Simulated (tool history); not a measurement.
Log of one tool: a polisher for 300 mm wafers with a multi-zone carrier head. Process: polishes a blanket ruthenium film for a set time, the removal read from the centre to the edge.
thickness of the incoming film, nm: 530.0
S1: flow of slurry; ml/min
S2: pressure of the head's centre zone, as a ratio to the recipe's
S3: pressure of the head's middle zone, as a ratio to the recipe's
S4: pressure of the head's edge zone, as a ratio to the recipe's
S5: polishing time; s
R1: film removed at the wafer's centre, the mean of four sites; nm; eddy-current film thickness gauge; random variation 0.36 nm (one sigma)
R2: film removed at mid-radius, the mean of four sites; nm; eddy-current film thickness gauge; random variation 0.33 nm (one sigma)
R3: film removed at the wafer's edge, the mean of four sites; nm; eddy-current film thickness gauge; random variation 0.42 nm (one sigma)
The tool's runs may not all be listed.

run,hour,S1,S2,S3,S4,S5,R1,R2,R3
1,0,160,1,1,1,77,47.533,48.519,48.579
2,5.1,160,1.01,0.97,0.97,68,41.979,41.738,40.599
3,7.5,160,1.01,0.97,0.97,80,50.945,48.83,48.923
4,8.9,135,1.01,0.97,0.97,80,47.739,46.95,49.361
5,11.2,135,0.97,0.97,0.97,80,46.705,47.541,47.857
6,15.5,135,0.97,0.97,0.97,96,56.57,56.549,58.563
7,23.7,135,0.98,0.93,0.94,83,48.734,47.612,49.863
8,31.9,140,1,0.91,0.92,72,43.974,41.895,43.804
9,39.6,145,1.02,0.89,0.91,63,38.77,35.324,37.906

Forecast run 10:
10,42.5,155,1.03,0.88,0.9,58,?,?,?

R1: 36.444 nm
R2: 32.408 nm
R3: 35.155 nm
